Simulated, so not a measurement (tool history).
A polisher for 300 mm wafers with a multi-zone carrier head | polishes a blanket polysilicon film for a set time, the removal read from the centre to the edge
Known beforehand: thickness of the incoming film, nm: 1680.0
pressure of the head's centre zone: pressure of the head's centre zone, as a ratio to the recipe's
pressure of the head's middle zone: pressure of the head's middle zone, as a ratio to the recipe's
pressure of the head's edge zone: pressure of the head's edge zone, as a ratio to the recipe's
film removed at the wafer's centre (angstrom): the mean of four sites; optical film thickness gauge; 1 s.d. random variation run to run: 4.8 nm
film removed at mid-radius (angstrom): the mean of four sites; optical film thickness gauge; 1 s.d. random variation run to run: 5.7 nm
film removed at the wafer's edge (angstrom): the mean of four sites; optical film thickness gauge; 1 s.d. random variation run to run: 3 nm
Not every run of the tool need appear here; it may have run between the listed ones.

run    day  flow of slurry (ml/min)  pressure of the head's centre zone  pressure of the head's middle zone  pressure of the head's edge zone  polishing time (s)  film removed at the wafer's centre (angstrom)  film removed at mid-radius (angstrom)  film removed at the wafer's edge (angstrom)
  1      0                      165                                   1                                   1                                 1                  61                                         4808.3                                 4866.6                                       4774.4
  2  0.262                      165                                   1                                0.94                                 1                  61                                         4847.4                                 4530.3                                       4750.6
  3  0.304                      160                                0.97                                0.94                              0.97                  60                                         4454.4                                 4436.6                                       4584.5
  4  0.454                      155                                0.96                                0.94                              0.94                  59                                         4434.5                                 4304.8                                       4471.2
  5  0.588                      150                                0.95                                0.95                              0.92                  58                                           4243                                 4288.3                                       4331.7
  6  0.671                      150                                0.95                                0.98                              0.92                  58                                           4230                                 4447.4                                       4297.1
  7  0.796                      145                                0.94                                0.97                              0.91                  57                                         4082.1                                 4234.7                                       4238.7
  8  1.033                      140                                0.93                                0.97                               0.9                  56                                         3873.5                                 4206.6                                       4086.9
  9  1.338                      135                                0.93                                0.96                              0.89                  56                                         3842.3                                 3921.8                                       4041.7
 10   1.65                      135                                0.93                                0.97                              0.88                  56                                         3869.7                                 4168.7                                       4042.8

For run 11, what comes out?
 11  1.829                      130                                0.93                                0.97                              0.88                  56                                              ?                                      ?                                            ?

{"run 11": {"film removed at the wafer's centre (angstrom)": 3909.1, "film removed at mid-radius (angstrom)": 4139.2, "film removed at the wafer's edge (angstrom)": 3990.7}}
